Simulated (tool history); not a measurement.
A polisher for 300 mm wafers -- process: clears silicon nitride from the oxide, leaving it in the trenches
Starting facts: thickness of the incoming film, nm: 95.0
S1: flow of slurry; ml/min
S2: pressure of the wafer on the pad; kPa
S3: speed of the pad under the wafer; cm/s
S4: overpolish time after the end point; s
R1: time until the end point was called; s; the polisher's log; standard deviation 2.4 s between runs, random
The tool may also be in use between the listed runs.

run	hour	S1	S2	S3	S4	R1
1	0.0	230	20.7	86	41	119.46
2	5.2	230	20.7	86	41	115.93
3	14.1	230	20.7	86	44	116.85
4	19.3	185	20.7	86	44	123.22
5	24.1	180	16.5	84	44	155.34
6	32.9	175	14.5	84	44	176.82
7	39.3	170	13.1	84	44	195.34

Run 8, settings as shown, results not yet in. Your forecast:
# hour 47.1: head pressure recalibrated
8	47.1	165	11.0	84	44	?

R1: 212.19 s

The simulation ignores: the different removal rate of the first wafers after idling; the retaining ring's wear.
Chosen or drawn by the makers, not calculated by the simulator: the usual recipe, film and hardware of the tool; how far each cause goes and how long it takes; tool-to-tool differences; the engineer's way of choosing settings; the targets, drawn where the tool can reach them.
